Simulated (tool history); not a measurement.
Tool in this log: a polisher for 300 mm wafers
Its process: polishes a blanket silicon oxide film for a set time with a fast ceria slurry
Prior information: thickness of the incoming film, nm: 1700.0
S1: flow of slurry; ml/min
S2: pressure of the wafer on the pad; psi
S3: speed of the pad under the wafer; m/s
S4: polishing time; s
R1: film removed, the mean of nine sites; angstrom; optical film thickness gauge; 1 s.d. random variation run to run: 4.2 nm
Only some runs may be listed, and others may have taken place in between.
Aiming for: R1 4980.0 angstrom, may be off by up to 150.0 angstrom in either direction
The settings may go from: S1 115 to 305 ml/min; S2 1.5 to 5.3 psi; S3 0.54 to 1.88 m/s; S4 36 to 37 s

{"run": 1, "hour": 0.0, "S1": 195, "S2": 3.4, "S3": 1.2, "S4": 36, "R1": 6862.5}
{"run": 2, "hour": 4.1, "S1": 190, "S2": 3.1, "S3": 1.2, "S4": 36, "R1": 6315.5}
{"run": 3, "hour": 11.1, "S1": 240, "S2": 3.1, "S3": 1.2, "S4": 36, "R1": 6525.5}
{"run": 4, "hour": 18.2, "S1": 235, "S2": 2.9, "S3": 1.2, "S4": 36, "R1": 6164.8}
{"run": 5, "hour": 23.8, "S1": 235, "S2": 2.4, "S3": 1.2, "S4": 36, "R1": 5266.8}
{"run": 6, "hour": 25.4, "S1": 230, "S2": 2.4, "S3": 1.2, "S4": 36, "R1": 5156.8}
{"run": 7, "hour": 34.1, "S1": 225, "S2": 2.4, "S3": 1.2, "S4": 36, "R1": 5262.0}
{"run": 8, "hour": 36.8, "S1": 220, "S2": 2.4, "S3": 1.2, "S4": 36, "R1": 5236.9}

Which of these 4 next moves meets every target?
{"run": "A", "hour": 39.5, "S1": 200, "S2": 2.6, "S3": 1.16, "S4": 37, "R1": "?"}
{"run": "B", "hour": 39.5, "S1": 225, "S2": 3.1, "S3": 0.88, "S4": 37, "R1": "?"}
{"run": "C", "hour": 39.5, "S1": 205, "S2": 2.2, "S3": 1.32, "S4": 37, "R1": "?"}
{"run": "D", "hour": 39.5, "S1": 200, "S2": 2.4, "S3": 1.26, "S4": 37, "R1": "?"}

move=A R1=5542.1
move=B R1=5006.5
move=C R1=5490.1
move=D R1=5617.5
A: moves away from the targets compared with the last run
B: all results in spec
C: moves away from the targets compared with the last run
D: moves away from the targets compared with the last run
The move that meets every target is B.

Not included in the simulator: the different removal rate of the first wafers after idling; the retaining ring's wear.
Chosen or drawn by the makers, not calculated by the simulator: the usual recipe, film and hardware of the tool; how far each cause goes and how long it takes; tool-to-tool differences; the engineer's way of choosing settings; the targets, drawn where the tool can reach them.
